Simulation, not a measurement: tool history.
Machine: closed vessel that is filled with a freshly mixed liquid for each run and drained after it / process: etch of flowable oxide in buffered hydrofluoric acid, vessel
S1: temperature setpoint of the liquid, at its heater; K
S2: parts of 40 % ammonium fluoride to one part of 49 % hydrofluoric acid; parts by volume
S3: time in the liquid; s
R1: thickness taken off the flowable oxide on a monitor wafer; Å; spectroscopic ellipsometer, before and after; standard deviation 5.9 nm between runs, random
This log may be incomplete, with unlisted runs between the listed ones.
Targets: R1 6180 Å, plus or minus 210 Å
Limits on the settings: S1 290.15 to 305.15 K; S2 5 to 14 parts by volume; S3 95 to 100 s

| run | hour | S1 | S2 | S3 | R1 |
|---|---|---|---|---|---|
| 1 | 0 | 297.15 | 8.5 | 95 | 4534.9 |
| 2 | 4.7 | 299.65 | 8.5 | 95 | 5167.7 |
| 3 | 13.2 | 300.65 | 8.5 | 95 | 5494.9 |
| 4 | 21.9 | 300.65 | 10.5 | 95 | 4620.3 |
| 5 | 23.1 | 302.15 | 10.5 | 95 | 4955.2 |
| 6 | 28.6 | 302.15 | 12 | 95 | 4365 |
| 7 | 33.7 | 303.15 | 11.5 | 95 | 4830.4 |
| 8 | 42 | 303.65 | 11 | 95 | 5243 |

Which one of the following 4 next-run settings gets every result inside its allowed miss? There is exactly one.
| A | 50.3 | 304.15 | 10 | 95 | ? |
| B | 50.3 | 303.65 | 10 | 95 | ? |
| C | 50.3 | 304.65 | 9.5 | 95 | ? |
| D | 50.3 | 302.65 | 9 | 95 | ? |

| move | R1 |
|---|---|
| A | 5833.9 |
| B | 5683.6 |
| C | 6183.6 |
| D | 5762 |
A: gains on the last run, yet a result remains outside its allowed miss
B: gains on the last run, yet a result remains outside its allowed miss
C: meets every target
D: gains on the last run, yet a result remains outside its allowed miss
So the answer is move C, the one that meets all the targets.
